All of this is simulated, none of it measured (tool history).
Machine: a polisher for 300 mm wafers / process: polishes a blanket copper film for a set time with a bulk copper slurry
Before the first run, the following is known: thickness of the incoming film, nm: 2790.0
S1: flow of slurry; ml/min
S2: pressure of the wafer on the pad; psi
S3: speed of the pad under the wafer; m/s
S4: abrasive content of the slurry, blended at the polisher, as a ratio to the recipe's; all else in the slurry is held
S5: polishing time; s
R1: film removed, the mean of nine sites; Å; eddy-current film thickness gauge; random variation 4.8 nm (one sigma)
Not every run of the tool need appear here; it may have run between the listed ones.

run,hour,S1,S2,S3,S4,S5,R1
1,0.0,280,1.7,1.32,1.0,81,4821.0
2,1.1,280,1.7,1.64,1.0,81,5817.8
3,5.0,280,1.6,1.64,1.0,81,5543.4
4,12.0,280,1.6,1.82,1.0,81,6107.3
5,14.9,280,1.5,1.80,1.0,81,5587.2
6,17.9,280,1.4,1.80,1.0,81,5347.3
7,26.8,280,1.3,1.78,1.0,81,4984.9
8,34.7,280,1.2,1.76,1.0,81,4559.8

Run 9 is up next; what results do you expect?
9,40.1,280,1.2,1.76,1.0,81,?

R1: 4575.4 Å
